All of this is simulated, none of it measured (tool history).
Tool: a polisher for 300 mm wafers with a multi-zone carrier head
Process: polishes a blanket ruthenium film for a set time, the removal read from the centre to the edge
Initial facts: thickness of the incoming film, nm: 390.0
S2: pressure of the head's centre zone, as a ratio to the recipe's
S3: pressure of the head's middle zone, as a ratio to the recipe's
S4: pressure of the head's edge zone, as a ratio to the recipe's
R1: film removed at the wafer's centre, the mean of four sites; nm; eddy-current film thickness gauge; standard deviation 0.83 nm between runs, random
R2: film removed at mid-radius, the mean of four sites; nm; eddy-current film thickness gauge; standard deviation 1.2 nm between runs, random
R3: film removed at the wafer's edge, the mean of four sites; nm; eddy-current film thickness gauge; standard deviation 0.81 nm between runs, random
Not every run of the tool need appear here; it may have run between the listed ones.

{"run": 1, "hour": 0.0, "flow of slurry (ml/min)": 125, "S2": 1.0, "S3": 1.0, "S4": 1.0, "polishing time (s)": 61, "R1": 128.2, "R2": 132.61, "R3": 131.52}
{"run": 2, "hour": 3.3, "flow of slurry (ml/min)": 125, "S2": 1.0, "S3": 1.0, "S4": 0.97, "polishing time (s)": 61, "R1": 129.69, "R2": 131.42, "R3": 130.18}
{"run": 3, "hour": 6.1, "flow of slurry (ml/min)": 125, "S2": 1.0, "S3": 1.0, "S4": 0.97, "polishing time (s)": 55, "R1": 117.54, "R2": 116.59, "R3": 116.93}
{"run": 4, "hour": 9.8, "flow of slurry (ml/min)": 125, "S2": 1.0, "S3": 1.0, "S4": 0.89, "polishing time (s)": 55, "R1": 118.38, "R2": 116.99, "R3": 112.84}
{"run": 5, "hour": 18.0, "flow of slurry (ml/min)": 125, "S2": 1.01, "S3": 0.98, "S4": 0.89, "polishing time (s)": 55, "R1": 118.04, "R2": 115.05, "R3": 112.72}
{"run": 6, "hour": 24.6, "flow of slurry (ml/min)": 125, "S2": 1.01, "S3": 0.98, "S4": 0.83, "polishing time (s)": 55, "R1": 119.25, "R2": 117.41, "R3": 108.45}
{"run": 7, "hour": 28.7, "flow of slurry (ml/min)": 125, "S2": 1.02, "S3": 0.96, "S4": 0.84, "polishing time (s)": 55, "R1": 119.81, "R2": 114.59, "R3": 111.5}
{"run": 8, "hour": 33.1, "flow of slurry (ml/min)": 125, "S2": 1.03, "S3": 0.95, "S4": 0.84, "polishing time (s)": 55, "R1": 119.55, "R2": 113.67, "R3": 109.85}

What will run 9 give?
{"run": 9, "hour": 38.9, "flow of slurry (ml/min)": 125, "S2": 1.05, "S3": 0.94, "S4": 0.85, "polishing time (s)": 55, "R1": "?", "R2": "?", "R3": "?"}

{"run 9": {"R1": 122.75, "R2": 112.76, "R3": 109.42}}
